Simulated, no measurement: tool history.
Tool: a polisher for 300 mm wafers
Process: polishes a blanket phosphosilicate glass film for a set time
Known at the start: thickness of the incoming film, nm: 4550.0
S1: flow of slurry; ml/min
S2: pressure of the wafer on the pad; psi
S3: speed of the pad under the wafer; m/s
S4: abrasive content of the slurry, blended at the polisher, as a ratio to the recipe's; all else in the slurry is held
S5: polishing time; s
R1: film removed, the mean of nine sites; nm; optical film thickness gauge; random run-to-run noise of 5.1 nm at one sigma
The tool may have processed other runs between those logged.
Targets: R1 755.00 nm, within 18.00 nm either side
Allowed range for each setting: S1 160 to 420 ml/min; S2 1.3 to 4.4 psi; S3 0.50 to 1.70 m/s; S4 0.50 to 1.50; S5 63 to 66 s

run	hour	S1	S2	S3	S4	S5	R1
1	0.0	270	2.8	1.10	1.00	63	399.85
2	3.7	270	2.8	0.84	1.00	63	339.48
3	9.0	270	2.8	0.98	1.00	63	371.14
4	12.0	275	3.3	1.04	1.00	63	456.84
5	20.7	275	3.3	0.78	1.00	63	380.85
6	29.4	275	3.3	0.78	1.00	66	391.64
7	37.7	280	3.7	0.92	1.00	66	490.98
# hour 45.2: slurry blender recalibrated
8	45.2	295	4.4	1.22	1.00	66	800.21
9	51.9	290	4.3	1.22	1.00	66	779.42

Which one of the following 4 next-run settings gets every result inside its allowed miss? There is exactly one.
A	58.6	325	4.2	1.12	0.95	65	?
B	58.6	270	4.4	1.20	1.00	63	?
C	58.6	275	4.4	1.24	1.00	64	?
D	58.6	305	3.9	1.20	1.10	66	?

move	R1
A	707.95
B	753.25
C	783.54
D	729.58
A: carries the result that was furthest off beyond its target, to the other side
B: every result lands within tolerance
C: misses by more than the last run did
D: carries the result that was furthest off beyond its target, to the other side
So the answer is move B, the one that meets all the targets.
